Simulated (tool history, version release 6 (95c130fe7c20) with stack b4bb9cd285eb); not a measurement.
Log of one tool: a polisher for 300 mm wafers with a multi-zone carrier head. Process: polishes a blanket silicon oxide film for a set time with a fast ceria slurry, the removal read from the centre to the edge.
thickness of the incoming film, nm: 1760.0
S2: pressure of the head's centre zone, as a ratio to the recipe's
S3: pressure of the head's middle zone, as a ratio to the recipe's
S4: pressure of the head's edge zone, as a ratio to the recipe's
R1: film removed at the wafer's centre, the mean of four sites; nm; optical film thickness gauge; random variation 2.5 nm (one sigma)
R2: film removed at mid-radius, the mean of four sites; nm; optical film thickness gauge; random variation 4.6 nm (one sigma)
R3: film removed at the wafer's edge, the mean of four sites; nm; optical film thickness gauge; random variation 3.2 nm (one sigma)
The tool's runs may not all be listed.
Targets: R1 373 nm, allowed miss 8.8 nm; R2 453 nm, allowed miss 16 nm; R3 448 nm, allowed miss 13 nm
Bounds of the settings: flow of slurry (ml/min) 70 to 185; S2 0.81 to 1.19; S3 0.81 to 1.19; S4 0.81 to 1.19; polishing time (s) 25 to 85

{"run": 1, "hour": 0.0, "flow of slurry (ml/min)": 120, "S2": 1, "S3": 1, "S4": 1, "polishing time (s)": 55, "R1": 527.89, "R2": 545.9, "R3": 535.67}
{"run": 2, "hour": 8.8, "flow of slurry (ml/min)": 115, "S2": 0.97, "S3": 0.99, "S4": 0.98, "polishing time (s)": 54, "R1": 496.62, "R2": 522.52, "R3": 517.85}
{"run": 3, "hour": 11.9, "flow of slurry (ml/min)": 115, "S2": 1.01, "S3": 0.99, "S4": 0.98, "polishing time (s)": 54, "R1": 512.45, "R2": 518.15, "R3": 524.01}
{"run": 4, "hour": 15.8, "flow of slurry (ml/min)": 110, "S2": 0.98, "S3": 0.99, "S4": 0.97, "polishing time (s)": 54, "R1": 493.19, "R2": 503.33, "R3": 509.67}
{"run": 5, "hour": 18.5, "flow of slurry (ml/min)": 110, "S2": 0.98, "S3": 0.99, "S4": 0.97, "polishing time (s)": 66, "R1": 607.73, "R2": 628.42, "R3": 617.89}
{"run": 6, "hour": 24.6, "flow of slurry (ml/min)": 110, "S2": 0.98, "S3": 1.07, "S4": 0.97, "polishing time (s)": 66, "R1": 613.02, "R2": 658.58, "R3": 618.59}
{"run": 7, "hour": 26.8, "flow of slurry (ml/min)": 105, "S2": 0.96, "S3": 1.06, "S4": 0.96, "polishing time (s)": 64, "R1": 566.02, "R2": 638.86, "R3": 600.96}
{"run": 8, "hour": 31.7, "flow of slurry (ml/min)": 105, "S2": 0.94, "S3": 1.04, "S4": 0.94, "polishing time (s)": 62, "R1": 534.7, "R2": 607.99, "R3": 563.73}
{"run": 9, "hour": 33.3, "flow of slurry (ml/min)": 100, "S2": 0.92, "S3": 1.02, "S4": 0.93, "polishing time (s)": 61, "R1": 507.1, "R2": 573.65, "R3": 555.2}
{"run": 10, "hour": 39.0, "flow of slurry (ml/min)": 80, "S2": 0.82, "S3": 1.01, "S4": 0.84, "polishing time (s)": 49, "R1": 330.6, "R2": 422.34, "R3": 401.36}

4 next moves are on the table. One of them brings every result within its allowed miss. Which?
{"run": "A", "hour": 44.7, "flow of slurry (ml/min)": 90, "S2": 0.85, "S3": 1.12, "S4": 0.81, "polishing time (s)": 51, "R1": "?", "R2": "?", "R3": "?"}
{"run": "B", "hour": 44.7, "flow of slurry (ml/min)": 75, "S2": 0.89, "S3": 0.98, "S4": 0.91, "polishing time (s)": 50, "R1": "?", "R2": "?", "R3": "?"}
{"run": "C", "hour": 44.7, "flow of slurry (ml/min)": 110, "S2": 0.82, "S3": 0.97, "S4": 0.89, "polishing time (s)": 49, "R1": "?", "R2": "?", "R3": "?"}
{"run": "D", "hour": 44.7, "flow of slurry (ml/min)": 90, "S2": 0.86, "S3": 1.1, "S4": 0.82, "polishing time (s)": 41, "R1": "?", "R2": "?", "R3": "?"}

move=A R1=379.14 R2=511.5 R3=426.54
move=B R1=356.67 R2=415.55 R3=419.25
move=C R1=378.17 R2=464.11 R3=445.96
move=D R1=308.37 R2=404.87 R3=344.7
A: brings the result that was furthest off to its target, and leaves another outside
B: nearer than the last run, and not there yet
C: meets every target
D: further off than the last run
Answer: C
